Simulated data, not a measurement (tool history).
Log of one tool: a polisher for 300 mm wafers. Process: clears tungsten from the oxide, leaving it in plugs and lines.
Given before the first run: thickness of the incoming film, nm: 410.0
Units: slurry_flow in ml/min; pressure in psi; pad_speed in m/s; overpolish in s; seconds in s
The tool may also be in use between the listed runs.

run 1 hour=0 | slurry_flow=220 pressure=4 pad_speed=0.9 slurry_solids=1 overpolish=44 | seconds=105.5
run 2 hour=6.3 | slurry_flow=220 pressure=4.4 pad_speed=0.9 slurry_solids=1 overpolish=44 | seconds=98.17
run 3 hour=9.3 | slurry_flow=220 pressure=4.7 pad_speed=0.92 slurry_solids=1 overpolish=44 | seconds=88.81
run 4 hour=10.7 | slurry_flow=220 pressure=4.7 pad_speed=0.92 slurry_solids=1 overpolish=44 | seconds=88.237
run 5 hour=16.6 | slurry_flow=220 pressure=5 pad_speed=0.92 slurry_solids=1 overpolish=44 | seconds=84.226
run 6 hour=19.4 | slurry_flow=220 pressure=5 pad_speed=0.8 slurry_solids=1 overpolish=44 | seconds=97.033

Estimate the outcome of run 7 from the log above:
run 7 hour=22.1 | slurry_flow=220 pressure=5.2 pad_speed=0.84 slurry_solids=1 overpolish=44 | seconds=?

seconds: 87.888 s

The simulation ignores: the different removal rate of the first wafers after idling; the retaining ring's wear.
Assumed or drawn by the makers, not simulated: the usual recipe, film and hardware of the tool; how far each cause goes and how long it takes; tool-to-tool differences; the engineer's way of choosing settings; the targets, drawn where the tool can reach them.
